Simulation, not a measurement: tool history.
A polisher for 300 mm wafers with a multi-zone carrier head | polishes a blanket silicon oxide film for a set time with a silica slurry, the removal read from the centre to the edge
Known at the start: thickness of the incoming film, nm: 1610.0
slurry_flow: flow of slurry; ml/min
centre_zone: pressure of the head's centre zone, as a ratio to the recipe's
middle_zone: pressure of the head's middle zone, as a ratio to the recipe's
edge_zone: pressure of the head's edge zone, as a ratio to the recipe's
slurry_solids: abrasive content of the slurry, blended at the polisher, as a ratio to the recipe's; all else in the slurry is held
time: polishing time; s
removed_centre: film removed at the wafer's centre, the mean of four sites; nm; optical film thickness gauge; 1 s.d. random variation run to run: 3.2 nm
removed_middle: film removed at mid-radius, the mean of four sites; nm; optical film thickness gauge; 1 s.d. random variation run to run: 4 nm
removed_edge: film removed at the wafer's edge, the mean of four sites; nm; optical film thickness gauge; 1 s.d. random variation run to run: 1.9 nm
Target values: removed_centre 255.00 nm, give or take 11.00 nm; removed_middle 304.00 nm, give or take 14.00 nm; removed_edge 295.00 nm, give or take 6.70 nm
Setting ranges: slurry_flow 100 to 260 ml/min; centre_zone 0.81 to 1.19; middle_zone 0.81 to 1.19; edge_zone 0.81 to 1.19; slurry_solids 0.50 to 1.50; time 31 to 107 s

run 1 hour=0.0 | slurry_flow=165 centre_zone=1.00 middle_zone=1.00 edge_zone=1.00 slurry_solids=1.00 time=69 | removed_centre=206.51 removed_middle=208.77 removed_edge=199.55
run 2 hour=8.6 | slurry_flow=165 centre_zone=1.00 middle_zone=0.95 edge_zone=1.00 slurry_solids=1.00 time=69 | removed_centre=206.49 removed_middle=194.37 removed_edge=198.98
run 3 hour=16.5 | slurry_flow=165 centre_zone=1.00 middle_zone=0.95 edge_zone=1.00 slurry_solids=0.90 time=69 | removed_centre=192.95 removed_middle=187.64 removed_edge=187.36
run 4 hour=20.0 | slurry_flow=170 centre_zone=0.99 middle_zone=0.97 edge_zone=1.02 slurry_solids=0.95 time=69 | removed_centre=196.34 removed_middle=201.54 removed_edge=191.72
run 5 hour=25.9 | slurry_flow=170 centre_zone=0.99 middle_zone=0.97 edge_zone=1.02 slurry_solids=0.95 time=78 | removed_centre=221.24 removed_middle=220.84 removed_edge=221.27
run 6 hour=29.3 | slurry_flow=165 centre_zone=0.98 middle_zone=0.98 edge_zone=1.03 slurry_solids=1.00 time=78 | removed_centre=227.72 removed_middle=232.89 removed_edge=225.16
run 7 hour=36.0 | slurry_flow=165 centre_zone=0.96 middle_zone=0.97 edge_zone=1.05 slurry_solids=1.05 time=78 | removed_centre=227.07 removed_middle=233.42 removed_edge=235.51
run 8 hour=39.5 | slurry_flow=165 centre_zone=0.95 middle_zone=0.98 edge_zone=1.06 slurry_solids=1.10 time=78 | removed_centre=236.43 removed_middle=244.49 removed_edge=246.54
run 9 hour=47.4 | slurry_flow=170 centre_zone=0.94 middle_zone=0.99 edge_zone=1.07 slurry_solids=1.10 time=78 | removed_centre=233.03 removed_middle=243.74 removed_edge=243.57
run 10 hour=53.7 | slurry_flow=170 centre_zone=0.93 middle_zone=1.00 edge_zone=1.08 slurry_solids=1.15 time=78 | removed_centre=231.20 removed_middle=254.08 removed_edge=251.93
run 11 hour=57.4 | slurry_flow=170 centre_zone=0.93 middle_zone=1.01 edge_zone=1.09 slurry_solids=1.15 time=78 | removed_centre=236.28 removed_middle=256.24 removed_edge=251.99
run 12 hour=60.8 | slurry_flow=170 centre_zone=0.92 middle_zone=1.01 edge_zone=1.10 slurry_solids=1.15 time=78 | removed_centre=235.84 removed_middle=261.85 removed_edge=253.89
run 13 hour=62.8 | slurry_flow=170 centre_zone=0.91 middle_zone=1.01 edge_zone=1.11 slurry_solids=1.15 time=78 | removed_centre=231.25 removed_middle=253.11 removed_edge=257.30
run 14 hour=71.0 | slurry_flow=175 centre_zone=0.91 middle_zone=1.02 edge_zone=1.12 slurry_solids=1.15 time=78 | removed_centre=229.88 removed_middle=259.02 removed_edge=258.82

Below are 5 possible settings for the next run. Only one of them brings all results inside the allowed miss of their targets. Which is it?
run A hour=79.2 | slurry_flow=145 centre_zone=0.87 middle_zone=0.84 edge_zone=1.19 slurry_solids=1.25 time=72 | removed_centre=? removed_middle=? removed_edge=?
run B hour=79.2 | slurry_flow=155 centre_zone=1.16 middle_zone=0.86 edge_zone=1.09 slurry_solids=1.05 time=75 | removed_centre=? removed_middle=? removed_edge=?
run C hour=79.2 | slurry_flow=190 centre_zone=1.05 middle_zone=1.11 edge_zone=1.01 slurry_solids=0.95 time=79 | removed_centre=? removed_middle=? removed_edge=?
run D hour=79.2 | slurry_flow=145 centre_zone=1.19 middle_zone=1.04 edge_zone=0.96 slurry_solids=1.35 time=67 | removed_centre=? removed_middle=? removed_edge=?
run E hour=79.2 | slurry_flow=180 centre_zone=0.87 middle_zone=1.04 edge_zone=1.09 slurry_solids=1.25 time=86 | removed_centre=? removed_middle=? removed_edge=?

move=A removed_centre=200.31 removed_middle=204.53 removed_edge=252.59
move=B removed_centre=257.74 removed_middle=200.11 removed_edge=231.58
move=C removed_centre=240.21 removed_middle=253.67 removed_edge=225.89
move=D removed_centre=265.28 removed_middle=235.07 removed_edge=219.18
move=E removed_centre=250.06 removed_middle=302.78 removed_edge=296.11
A: misses by more than the last run did
B: misses by more than the last run did
C: misses by more than the last run did
D: misses by more than the last run did
E: each result inside its tolerance
Correct choice: E, which meets every target

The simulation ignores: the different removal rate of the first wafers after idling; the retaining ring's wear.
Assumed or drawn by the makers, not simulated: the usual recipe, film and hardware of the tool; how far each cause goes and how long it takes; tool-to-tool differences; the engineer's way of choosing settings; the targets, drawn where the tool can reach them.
